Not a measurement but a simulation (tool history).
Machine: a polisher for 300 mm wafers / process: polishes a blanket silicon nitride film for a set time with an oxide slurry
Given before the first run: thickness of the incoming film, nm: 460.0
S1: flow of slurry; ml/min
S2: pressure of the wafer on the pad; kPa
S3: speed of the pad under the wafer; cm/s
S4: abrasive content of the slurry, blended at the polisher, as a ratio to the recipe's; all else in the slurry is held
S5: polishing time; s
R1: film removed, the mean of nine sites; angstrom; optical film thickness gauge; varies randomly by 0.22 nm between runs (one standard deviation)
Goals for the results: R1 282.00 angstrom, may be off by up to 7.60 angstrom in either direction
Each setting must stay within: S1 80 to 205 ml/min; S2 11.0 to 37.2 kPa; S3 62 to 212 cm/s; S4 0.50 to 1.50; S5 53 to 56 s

run	hour	S1	S2	S3	S4	S5	R1
1	0.0	135	24.1	136	1.00	53	478.85
2	4.4	135	21.4	136	1.00	53	426.92
3	11.5	130	20.0	136	1.00	53	403.08
4	15.6	130	20.0	136	1.00	53	401.75
5	16.9	130	20.0	136	1.00	53	399.30
6	18.1	125	19.3	136	1.00	53	382.50
7	22.3	120	18.6	136	1.00	53	372.74
8	28.9	115	17.9	136	1.00	53	358.00
9	30.8	110	17.2	136	1.00	53	343.43
10	35.7	90	12.4	136	1.00	53	239.10
11	39.7	95	12.4	136	1.00	53	245.73

Which of these 5 next moves meets every target?
A	43.7	80	12.4	154	1.05	55	?
B	43.7	80	11.7	122	1.05	53	?
C	43.7	125	14.5	108	1.10	53	?
D	43.7	85	13.1	126	1.10	55	?
E	43.7	80	12.4	188	1.10	55	?

move	R1
A	269.79
B	220.61
C	281.74
D	266.62
E	306.63
A: gains on the last run, yet a result remains outside its allowed miss
B: further off than the last run
C: in spec on every target
D: gains on the last run, yet a result remains outside its allowed miss
E: the result that was furthest off in the last run now lies on the other side of its target
The move that meets every target is C.
